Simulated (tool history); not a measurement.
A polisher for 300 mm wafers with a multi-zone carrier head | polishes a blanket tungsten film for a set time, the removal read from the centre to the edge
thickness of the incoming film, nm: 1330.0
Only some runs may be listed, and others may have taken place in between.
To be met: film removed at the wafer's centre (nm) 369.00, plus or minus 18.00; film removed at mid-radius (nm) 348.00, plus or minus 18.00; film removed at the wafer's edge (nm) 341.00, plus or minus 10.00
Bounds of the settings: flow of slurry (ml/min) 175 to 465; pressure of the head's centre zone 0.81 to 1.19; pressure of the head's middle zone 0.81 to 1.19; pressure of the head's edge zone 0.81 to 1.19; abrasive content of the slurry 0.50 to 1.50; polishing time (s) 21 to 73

run,day,flow of slurry (ml/min),pressure of the head's centre zone,pressure of the head's middle zone,pressure of the head's edge zone,abrasive content of the slurry,polishing time (s),film removed at the wafer's centre (nm),film removed at mid-radius (nm),film removed at the wafer's edge (nm)
1,0.000,295,1.00,1.00,1.00,1.00,47,259.27,268.78,277.49
2,0.358,300,1.02,1.01,1.01,1.05,47,266.11,267.83,280.72
3,0.542,270,1.02,1.01,1.01,1.05,47,265.81,268.32,273.62
4,0.742,270,0.95,1.01,1.01,1.05,47,249.78,265.83,280.04
5,0.788,270,0.95,1.01,1.01,1.05,37,192.63,211.00,216.62
6,0.904,270,0.95,1.01,1.01,0.95,37,192.17,207.86,214.17
7,1.054,275,0.98,1.02,1.01,1.00,39,208.11,226.00,224.71
8,1.179,280,1.00,1.02,1.02,1.05,41,233.27,232.99,245.85
9,1.475,280,1.01,1.04,1.01,1.10,43,248.82,256.18,258.24
10,1.679,310,1.11,1.08,1.11,1.35,50,320.64,323.62,326.96
11,1.996,310,1.12,1.08,1.11,1.35,50,332.58,330.61,330.50
12,2.225,310,1.13,1.08,1.11,1.35,50,331.66,320.41,332.85
13,2.404,310,1.14,1.09,1.10,1.35,50,341.37,318.07,323.64
14,2.667,315,1.14,1.10,1.10,1.35,50,325.98,313.79,324.04
15,2.954,295,1.14,1.09,1.10,1.35,50,328.61,319.76,329.27
16,3.271,305,1.14,1.10,1.10,1.35,50,334.01,334.83,322.60

4 next moves are on the table. One of them brings every result within its allowed miss. Which?
A,3.588,270,1.10,1.13,1.11,1.50,51,?,?,?
B,3.588,240,1.07,1.10,1.10,1.35,54,?,?,?
C,3.588,355,1.19,1.12,1.13,1.30,52,?,?,?
D,3.588,270,1.07,1.10,1.10,1.25,54,?,?,?

move,film removed at the wafer's centre (nm),film removed at mid-radius (nm),film removed at the wafer's edge (nm)
A,335.78,344.81,333.88
B,332.92,343.49,340.16
C,368.19,347.63,340.12
D,333.03,343.01,338.41
A: nearer than the last run, and not there yet
B: about as far from the targets as the last run
C: all results land within tolerance of their targets
D: about as far from the targets as the last run
Go with C: it meets all targets.
